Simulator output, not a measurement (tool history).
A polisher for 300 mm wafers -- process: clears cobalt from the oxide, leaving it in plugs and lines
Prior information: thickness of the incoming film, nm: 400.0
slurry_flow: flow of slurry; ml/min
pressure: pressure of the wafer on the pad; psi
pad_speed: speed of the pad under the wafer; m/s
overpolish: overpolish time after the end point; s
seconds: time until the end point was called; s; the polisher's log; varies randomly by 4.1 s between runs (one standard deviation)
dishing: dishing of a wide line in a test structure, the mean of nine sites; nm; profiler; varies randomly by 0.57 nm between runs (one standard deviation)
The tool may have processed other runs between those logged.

Run 1, day 0: slurry_flow 245 ml/min, pressure 1.4 psi, pad_speed 1.24 m/s, overpolish 19 s. Result: seconds 114.86 s, dishing 50.312 nm.
Run 2, day 0.175: slurry_flow 245 ml/min, pressure 1.2 psi, pad_speed 1.24 m/s, overpolish 19 s. Result: seconds 133.16 s, dishing 45.314 nm.
Run 3, day 0.35: slurry_flow 245 ml/min, pressure 1.5 psi, pad_speed 1.24 m/s, overpolish 19 s. Result: seconds 105.02 s, dishing 52.404 nm.
Run 4, day 0.438: slurry_flow 240 ml/min, pressure 1.3 psi, pad_speed 1.1 m/s, overpolish 21 s. Result: seconds 139.87 s, dishing 48.136 nm.
Run 5, day 0.692: slurry_flow 240 ml/min, pressure 1.1 psi, pad_speed 1 m/s, overpolish 22 s. Result: seconds 178.95 s, dishing 41.051 nm.
Run 6, day 0.883: slurry_flow 240 ml/min, pressure 1 psi, pad_speed 0.94 m/s, overpolish 24 s. Result: seconds 201.05 s, dishing 39.711 nm.
Run 7, day 1.167: slurry_flow 240 ml/min, pressure 0.9 psi, pad_speed 0.88 m/s, overpolish 26 s. Result: seconds 240.58 s, dishing 37.636 nm.
Run 8, day 1.196: slurry_flow 240 ml/min, pressure 0.8 psi, pad_speed 0.88 m/s, overpolish 27 s. Result: seconds 268.76 s, dishing 35.34 nm.
Run 9, day 1.4: slurry_flow 240 ml/min, pressure 0.8 psi, pad_speed 0.88 m/s, overpolish 28 s. Result: seconds 269.48 s, dishing 37.698 nm.

Predict the results of run 10:
Run 10, day 1.658: slurry_flow 240 ml/min, pressure 0.8 psi, pad_speed 0.88 m/s, overpolish 29 s. Result: seconds ?, dishing ?.

seconds: 271.64 s
dishing: 38.157 nm
